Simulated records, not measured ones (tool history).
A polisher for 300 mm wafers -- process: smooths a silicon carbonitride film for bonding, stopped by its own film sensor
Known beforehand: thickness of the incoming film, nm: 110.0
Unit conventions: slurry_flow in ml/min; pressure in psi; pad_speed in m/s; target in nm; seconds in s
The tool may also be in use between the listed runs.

{"run": 1, "hour": 0.0, "slurry_flow": 265, "pressure": 1.8, "pad_speed": 0.92, "slurry_solids": 1, "target": 82, "seconds": 148.75}
{"run": 2, "hour": 8.0, "slurry_flow": 265, "pressure": 2, "pad_speed": 0.92, "slurry_solids": 1, "target": 82, "seconds": 135.38}
{"run": 3, "hour": 11.4, "slurry_flow": 265, "pressure": 2, "pad_speed": 0.92, "slurry_solids": 0.85, "target": 82, "seconds": 156.02}
{"run": 4, "hour": 15.6, "slurry_flow": 205, "pressure": 2, "pad_speed": 0.92, "slurry_solids": 0.85, "target": 82, "seconds": 158.96}
{"run": 5, "hour": 24.4, "slurry_flow": 205, "pressure": 2, "pad_speed": 1.12, "slurry_solids": 0.85, "target": 82, "seconds": 138.73}
{"run": 6, "hour": 28.2, "slurry_flow": 205, "pressure": 1.9, "pad_speed": 1.12, "slurry_solids": 0.85, "target": 82, "seconds": 144.31}
{"run": 7, "hour": 29.3, "slurry_flow": 205, "pressure": 1.8, "pad_speed": 1.12, "slurry_solids": 0.85, "target": 82, "seconds": 150.38}
{"run": 8, "hour": 30.0, "slurry_flow": 205, "pressure": 1.7, "pad_speed": 1.12, "slurry_solids": 0.85, "target": 82, "seconds": 155.18}

What will run 9 give?
{"run": 9, "hour": 35.7, "slurry_flow": 205, "pressure": 1.6, "pad_speed": 1.12, "slurry_solids": 0.85, "target": 82, "seconds": "?"}

Run 9 measured seconds 161.36 s.
